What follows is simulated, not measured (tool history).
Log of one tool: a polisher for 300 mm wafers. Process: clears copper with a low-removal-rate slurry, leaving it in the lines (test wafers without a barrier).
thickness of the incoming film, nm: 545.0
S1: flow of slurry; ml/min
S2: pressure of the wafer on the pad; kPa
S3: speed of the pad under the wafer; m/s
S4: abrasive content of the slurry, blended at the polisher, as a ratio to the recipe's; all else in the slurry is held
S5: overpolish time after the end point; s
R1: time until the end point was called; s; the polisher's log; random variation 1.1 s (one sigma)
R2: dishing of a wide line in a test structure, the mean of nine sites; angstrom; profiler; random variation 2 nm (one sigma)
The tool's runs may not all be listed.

run  hour   S1    S2    S3   S4  S5       R1      R2
  1   0.0  310  27.6  1.22  1.0  26   99.121  605.93
  2   1.3  310  29.0  1.22  1.0  27   94.750  601.95
  3   5.6  310  29.6  1.22  1.0  29   88.615  672.62
  4  10.2  310  30.3  1.22  1.0  30   88.403  679.01
  5  13.2  310  30.3  0.94  1.0  30  115.310  592.06
  6  19.1  310  24.1  0.94  1.0  30  143.760  505.75
  7  22.5  310  26.9  0.94  1.0  31  126.780  567.47
  8  28.5  310  29.0  0.94  1.0  31  120.130  591.88

Forecast run 9:
  9  30.1  310  31.0  0.94  1.0  31   ?   ?

{"run 9": {"R1": 111.65, "R2": 641.22}}

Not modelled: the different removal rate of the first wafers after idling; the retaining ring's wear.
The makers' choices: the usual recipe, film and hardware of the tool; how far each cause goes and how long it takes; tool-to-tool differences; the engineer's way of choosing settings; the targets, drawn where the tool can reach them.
